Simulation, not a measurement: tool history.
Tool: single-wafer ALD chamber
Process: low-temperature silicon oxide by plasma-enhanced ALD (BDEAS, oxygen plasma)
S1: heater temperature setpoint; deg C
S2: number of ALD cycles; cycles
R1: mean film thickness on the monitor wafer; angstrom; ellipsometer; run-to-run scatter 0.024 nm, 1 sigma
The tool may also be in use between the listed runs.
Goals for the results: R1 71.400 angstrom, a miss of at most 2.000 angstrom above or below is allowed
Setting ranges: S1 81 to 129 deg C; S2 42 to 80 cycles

run 1 day=0.000 | S1=105 S2=61 | R1=83.279
run 2 day=0.329 | S1=105 S2=60 | R1=82.033
run 3 day=0.600 | S1=105 S2=59 | R1=81.050
run 4 day=0.900 | S1=105 S2=64 | R1=87.790
run 5 day=1.171 | S1=114 S2=64 | R1=86.207
run 6 day=1.350 | S1=118 S2=64 | R1=85.740
run 7 day=1.529 | S1=118 S2=62 | R1=83.031
run 8 day=1.767 | S1=118 S2=61 | R1=81.514
run 9 day=2.062 | S1=118 S2=60 | R1=80.000

Consider the 5 candidate settings below. Which is the only one whose results all fall within their allowed miss of target?
run A day=2.358 | S1=122 S2=54 | R1=?
run B day=2.358 | S1=120 S2=51 | R1=?
run C day=2.358 | S1=95 S2=69 | R1=?
run D day=2.358 | S1=122 S2=58 | R1=?
run E day=2.358 | S1=104 S2=49 | R1=?

move=A R1=71.823
move=B R1=68.090
move=C R1=97.348
move=D R1=77.144
move=E R1=67.397
A: in spec on every target
B: takes the result that was furthest off past its target
C: the biggest miss grows against the last run
D: closer than the last run, but not yet in spec
E: takes the result that was furthest off past its target
Answer: A
